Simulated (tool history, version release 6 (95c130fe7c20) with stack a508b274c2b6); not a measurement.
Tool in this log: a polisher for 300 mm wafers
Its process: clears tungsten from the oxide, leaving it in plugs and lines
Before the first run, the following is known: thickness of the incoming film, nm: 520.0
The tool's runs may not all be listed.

| run | hour | flow of slurry (ml/min) | pressure of the wafer on the pad (kPa) | speed of the pad under the wafer (cm/s) | abrasive content of the slurry | overpolish time after the end point (s) | time until the end point was called (s) |
|---|---|---|---|---|---|---|---|
| 1 | 0.0 | 145 | 32.4 | 86 | 1.00 | 29 | 110.890 |
| 2 | 8.6 | 145 | 32.4 | 86 | 1.15 | 29 | 108.340 |
| 3 | 15.9 | 145 | 32.4 | 100 | 1.15 | 29 | 94.172 |
| 4 | 22.5 | 140 | 30.3 | 100 | 1.15 | 29 | 96.927 |
| 5 | 23.9 | 140 | 28.3 | 98 | 1.15 | 29 | 104.510 |
| 6 | 29.4 | 140 | 28.3 | 98 | 1.15 | 29 | 104.240 |
| 7 | 37.1 | 140 | 26.2 | 96 | 1.15 | 29 | 110.540 |
| 8 | 38.7 | 140 | 24.8 | 94 | 1.15 | 29 | 115.340 |
| 9 | 43.1 | 140 | 23.4 | 92 | 1.15 | 29 | 121.800 |
| 10 | 45.6 | 140 | 22.1 | 92 | 1.15 | 29 | 126.680 |

What does the tool deliver on the next run?
| 11 | 51.1 | 140 | 21.4 | 92 | 1.15 | 29 | ? |

{"run 11": {"time until the end point was called (s)": 128.42}}

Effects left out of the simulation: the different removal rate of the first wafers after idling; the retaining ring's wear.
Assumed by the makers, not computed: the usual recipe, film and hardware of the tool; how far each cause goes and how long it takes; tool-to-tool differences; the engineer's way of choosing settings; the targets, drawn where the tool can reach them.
